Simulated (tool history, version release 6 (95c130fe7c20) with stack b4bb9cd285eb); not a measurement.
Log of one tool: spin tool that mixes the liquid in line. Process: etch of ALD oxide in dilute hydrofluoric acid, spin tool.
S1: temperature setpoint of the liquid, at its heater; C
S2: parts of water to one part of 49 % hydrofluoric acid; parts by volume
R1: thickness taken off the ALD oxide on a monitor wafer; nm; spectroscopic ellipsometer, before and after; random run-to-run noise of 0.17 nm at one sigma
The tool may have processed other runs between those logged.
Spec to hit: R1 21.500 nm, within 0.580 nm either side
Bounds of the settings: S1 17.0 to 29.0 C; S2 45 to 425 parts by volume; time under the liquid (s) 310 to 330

{"run": 1, "hour": 0.0, "S1": 21.0, "S2": 235, "time under the liquid (s)": 310, "R1": 29.891}
{"run": 2, "hour": 2.2, "S1": 18.0, "S2": 235, "time under the liquid (s)": 310, "R1": 27.192}
{"run": 3, "hour": 9.7, "S1": 18.0, "S2": 240, "time under the liquid (s)": 310, "R1": 25.831}
{"run": 4, "hour": 12.8, "S1": 17.0, "S2": 240, "time under the liquid (s)": 310, "R1": 24.936}
{"run": 5, "hour": 18.2, "S1": 17.0, "S2": 240, "time under the liquid (s)": 330, "R1": 26.737}
{"run": 6, "hour": 26.3, "S1": 17.0, "S2": 240, "time under the liquid (s)": 330, "R1": 26.879}
{"hour": 30.2, "done": "thermometer replaced"}
{"run": 7, "hour": 30.2, "S1": 17.0, "S2": 245, "time under the liquid (s)": 330, "R1": 27.262}
{"run": 8, "hour": 31.0, "S1": 17.0, "S2": 250, "time under the liquid (s)": 330, "R1": 26.666}
{"run": 9, "hour": 34.2, "S1": 17.0, "S2": 255, "time under the liquid (s)": 330, "R1": 25.774}

4 candidate next runs follow, results not yet known. Just one meets every target within its allowed miss. Identify it.
{"run": "A", "hour": 37.4, "S1": 17.5, "S2": 285, "time under the liquid (s)": 310, "R1": "?"}
{"run": "B", "hour": 37.4, "S1": 17.0, "S2": 270, "time under the liquid (s)": 310, "R1": "?"}
{"run": "C", "hour": 37.4, "S1": 17.0, "S2": 300, "time under the liquid (s)": 310, "R1": "?"}
{"run": "D", "hour": 37.4, "S1": 19.0, "S2": 280, "time under the liquid (s)": 310, "R1": "?"}

move=A R1=21.896
move=B R1=22.969
move=C R1=20.154
move=D R1=23.685
A: meets every target
B: gains on the last run, yet a result remains outside its allowed miss
C: takes the biggest miss from the last run beyond its target
D: gains on the last run, yet a result remains outside its allowed miss
The move that meets every target is A.

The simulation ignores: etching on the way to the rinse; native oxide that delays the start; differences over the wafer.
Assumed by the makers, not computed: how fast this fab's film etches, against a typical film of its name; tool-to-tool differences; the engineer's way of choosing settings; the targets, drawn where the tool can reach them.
